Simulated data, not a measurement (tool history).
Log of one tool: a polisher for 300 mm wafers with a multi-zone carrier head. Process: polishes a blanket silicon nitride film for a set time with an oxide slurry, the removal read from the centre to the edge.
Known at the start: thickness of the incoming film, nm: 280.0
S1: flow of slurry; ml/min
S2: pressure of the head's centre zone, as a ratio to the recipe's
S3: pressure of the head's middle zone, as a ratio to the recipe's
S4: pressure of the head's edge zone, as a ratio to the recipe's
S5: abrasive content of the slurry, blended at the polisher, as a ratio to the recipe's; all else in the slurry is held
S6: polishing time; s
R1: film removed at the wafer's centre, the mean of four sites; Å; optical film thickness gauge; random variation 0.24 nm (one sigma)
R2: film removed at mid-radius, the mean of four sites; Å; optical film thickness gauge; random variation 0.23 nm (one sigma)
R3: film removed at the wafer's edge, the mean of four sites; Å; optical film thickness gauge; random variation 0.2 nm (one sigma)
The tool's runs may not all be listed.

run,hour,S1,S2,S3,S4,S5,S6,R1,R2,R3
1,0.0,150,1.00,1.00,1.00,1.00,49,232.27,234.94,244.06
2,5.6,150,1.00,1.00,0.92,1.00,49,227.80,234.61,235.01
3,10.5,145,0.98,1.01,0.90,1.00,49,233.28,232.13,233.79
4,14.9,155,0.96,1.03,0.92,0.90,49,212.56,231.08,224.54
# hour 19.9: slurry nozzle cleaned
5,19.9,155,0.94,1.04,0.91,0.90,49,221.49,241.12,231.39
6,25.3,155,0.86,1.04,0.91,0.90,49,207.93,236.98,232.72
7,33.3,150,0.85,1.05,0.90,0.85,49,194.47,236.80,220.56
8,34.1,130,0.85,1.03,0.88,0.85,49,187.35,225.56,219.06

Run 9 comes next. What will it give?
9,40.6,130,0.85,1.03,0.87,0.85,49,?,?,?

R1: 189.62 Å
R2: 227.75 Å
R3: 217.16 Å
